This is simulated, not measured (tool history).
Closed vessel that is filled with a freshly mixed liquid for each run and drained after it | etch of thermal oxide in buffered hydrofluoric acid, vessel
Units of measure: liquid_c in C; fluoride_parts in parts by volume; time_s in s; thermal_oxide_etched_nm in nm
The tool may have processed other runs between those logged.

| run | hour | liquid_c | fluoride_parts | time_s | thermal_oxide_etched_nm |
|---|---|---|---|---|---|
| 1 | 0 | 24 | 9.5 | 30 | 40.558 |
| 2 | 2.5 | 24 | 11.5 | 30 | 34.071 |
| 3 | 5.8 | 24 | 11.5 | 30 | 34.546 |
| 4 | 13 | 26 | 9.5 | 30 | 44.513 |
| 5 | 16.1 | 27.5 | 8.5 | 30 | 53.998 |
| 6 | 18.5 | 24.5 | 8.5 | 30 | 45.524 |
| 7 | 23 | 26.5 | 7.5 | 30 | 58.67 |
| 8 | 24.4 | 28 | 7 | 30 | 67.707 |
| 9 | 31.7 | 29 | 6.5 | 30 | 75.831 |
| 10 | 33 | 32 | 5.5 | 30 | 102.42 |

Run 11 comes next. What will it give?
| 11 | 36.4 | 31.5 | 5.5 | 30 | ? |

thermal_oxide_etched_nm: 100.82 nm
